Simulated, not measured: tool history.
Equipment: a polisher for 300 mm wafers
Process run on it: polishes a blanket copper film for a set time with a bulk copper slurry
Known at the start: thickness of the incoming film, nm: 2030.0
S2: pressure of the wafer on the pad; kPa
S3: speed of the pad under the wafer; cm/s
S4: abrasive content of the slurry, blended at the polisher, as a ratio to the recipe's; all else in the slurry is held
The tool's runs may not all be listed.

Run 1, hour 0.0: flow of slurry (ml/min) 230, S2 14.5 kPa, S3 86 cm/s, S4 1.0, polishing time (s) 95. Result: film removed (Å) 4586.8.
Run 2, hour 1.0: flow of slurry (ml/min) 230, S2 11.7 kPa, S3 86 cm/s, S4 1.0, polishing time (s) 95. Result: film removed (Å) 3945.0.
Run 3, hour 8.3: flow of slurry (ml/min) 230, S2 11.7 kPa, S3 86 cm/s, S4 1.0, polishing time (s) 95. Result: film removed (Å) 3906.6.
Run 4, hour 10.4: flow of slurry (ml/min) 230, S2 11.7 kPa, S3 100 cm/s, S4 1.0, polishing time (s) 95. Result: film removed (Å) 4321.4.
Run 5, hour 11.4: flow of slurry (ml/min) 230, S2 14.5 kPa, S3 100 cm/s, S4 1.0, polishing time (s) 95. Result: film removed (Å) 5064.1.
Run 6, hour 17.2: flow of slurry (ml/min) 225, S2 13.8 kPa, S3 100 cm/s, S4 1.0, polishing time (s) 95. Result: film removed (Å) 4827.5.
Run 7, hour 25.8: flow of slurry (ml/min) 225, S2 13.8 kPa, S3 100 cm/s, S4 1.0, polishing time (s) 95. Result: film removed (Å) 4874.4.
Run 8, hour 31.3: flow of slurry (ml/min) 220, S2 13.1 kPa, S3 100 cm/s, S4 1.0, polishing time (s) 95. Result: film removed (Å) 4696.5.
Run 9, hour 32.5: flow of slurry (ml/min) 220, S2 12.4 kPa, S3 100 cm/s, S4 1.0, polishing time (s) 95. Result: film removed (Å) 4470.8.
Run 10, hour 35.9: flow of slurry (ml/min) 215, S2 11.7 kPa, S3 100 cm/s, S4 1.0, polishing time (s) 95. Result: film removed (Å) 4302.3.
Run 11, hour 44.5: flow of slurry (ml/min) 215, S2 11.7 kPa, S3 100 cm/s, S4 1.0, polishing time (s) 95. Result: film removed (Å) 4342.6.
Run 12, hour 53.0: flow of slurry (ml/min) 190, S2 9.0 kPa, S3 100 cm/s, S4 1.0, polishing time (s) 95. Result: film removed (Å) 3480.5.

What will run 13 give?
Run 13, hour 53.5: flow of slurry (ml/min) 195, S2 9.0 kPa, S3 100 cm/s, S4 1.0, polishing time (s) 95. Result: film removed (Å) ?.

For run 13 the tool returned film removed (Å) 3517.8.

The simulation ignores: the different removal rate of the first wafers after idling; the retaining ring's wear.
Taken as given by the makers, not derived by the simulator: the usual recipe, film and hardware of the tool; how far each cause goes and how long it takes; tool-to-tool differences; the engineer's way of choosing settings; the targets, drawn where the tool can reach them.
